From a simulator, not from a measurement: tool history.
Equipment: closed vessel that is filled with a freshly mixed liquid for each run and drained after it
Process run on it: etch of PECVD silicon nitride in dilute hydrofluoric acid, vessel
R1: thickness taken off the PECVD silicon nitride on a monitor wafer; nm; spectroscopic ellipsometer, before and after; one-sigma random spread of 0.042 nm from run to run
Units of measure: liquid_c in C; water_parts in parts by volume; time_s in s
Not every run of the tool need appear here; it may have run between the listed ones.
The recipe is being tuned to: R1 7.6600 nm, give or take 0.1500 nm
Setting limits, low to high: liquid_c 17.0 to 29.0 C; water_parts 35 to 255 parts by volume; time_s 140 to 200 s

{"run": 1, "hour": 0.0, "liquid_c": 21.0, "water_parts": 145, "time_s": 200, "R1": 4.3063}
{"run": 2, "hour": 7.8, "liquid_c": 21.0, "water_parts": 165, "time_s": 200, "R1": 3.8509}
{"run": 3, "hour": 13.9, "liquid_c": 22.5, "water_parts": 160, "time_s": 200, "R1": 4.3294}
{"run": 4, "hour": 21.3, "liquid_c": 24.0, "water_parts": 155, "time_s": 200, "R1": 4.9383}
{"run": 5, "hour": 26.9, "liquid_c": 24.0, "water_parts": 135, "time_s": 200, "R1": 5.6463}
{"hour": 30.8, "done": "thermometer replaced"}
{"run": 6, "hour": 30.8, "liquid_c": 24.0, "water_parts": 95, "time_s": 200, "R1": 8.7201}
{"run": 7, "hour": 33.5, "liquid_c": 23.5, "water_parts": 95, "time_s": 200, "R1": 8.483}
{"run": 8, "hour": 36.1, "liquid_c": 23.0, "water_parts": 95, "time_s": 200, "R1": 8.189}
{"run": 9, "hour": 43.7, "liquid_c": 22.5, "water_parts": 95, "time_s": 200, "R1": 7.9469}

Which one of the following 5 next-run settings gets every result inside its allowed miss? There is exactly one.
{"run": "A", "hour": 51.3, "liquid_c": 21.5, "water_parts": 85, "time_s": 175, "R1": "?"}
{"run": "B", "hour": 51.3, "liquid_c": 24.5, "water_parts": 105, "time_s": 180, "R1": "?"}
{"run": "C", "hour": 51.3, "liquid_c": 22.0, "water_parts": 90, "time_s": 200, "R1": "?"}
{"run": "D", "hour": 51.3, "liquid_c": 22.5, "water_parts": 90, "time_s": 190, "R1": "?"}
{"run": "E", "hour": 51.3, "liquid_c": 20.5, "water_parts": 85, "time_s": 200, "R1": "?"}

move=A R1=7.2166
move=B R1=7.3624
move=C R1=8.0656
move=D R1=7.9239
move=E R1=7.7058
A: moves the result that the last run missed by most past its target, out the other side
B: moves the result that the last run missed by most past its target, out the other side
C: further off than the last run
D: nearer than the last run, and not there yet
E: all results in spec
E meets every target.
